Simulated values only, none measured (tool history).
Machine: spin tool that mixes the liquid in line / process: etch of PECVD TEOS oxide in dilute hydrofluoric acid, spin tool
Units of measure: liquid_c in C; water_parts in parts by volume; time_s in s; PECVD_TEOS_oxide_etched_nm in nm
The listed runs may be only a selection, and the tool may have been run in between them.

run,hour,liquid_c,water_parts,time_s,PECVD_TEOS_oxide_etched_nm
1,0,22,245,205,8.6053
2,4.4,21.5,250,205,8.2998
3,9.9,21.5,250,205,8.3087
4,10.5,21,255,205,7.9719
5,15.3,20.5,260,205,7.6356
6,19.6,20.5,220,205,9.3165
7,25.7,20,230,205,8.6625
8,32.6,19.5,235,205,8.2414
9,36.6,19,240,205,7.9873
10,45.5,18.5,245,205,7.5837

Run 11 has not been measured yet. What should we expect?
11,54.3,18.5,250,205,?

PECVD_TEOS_oxide_etched_nm: 7.4115 nm

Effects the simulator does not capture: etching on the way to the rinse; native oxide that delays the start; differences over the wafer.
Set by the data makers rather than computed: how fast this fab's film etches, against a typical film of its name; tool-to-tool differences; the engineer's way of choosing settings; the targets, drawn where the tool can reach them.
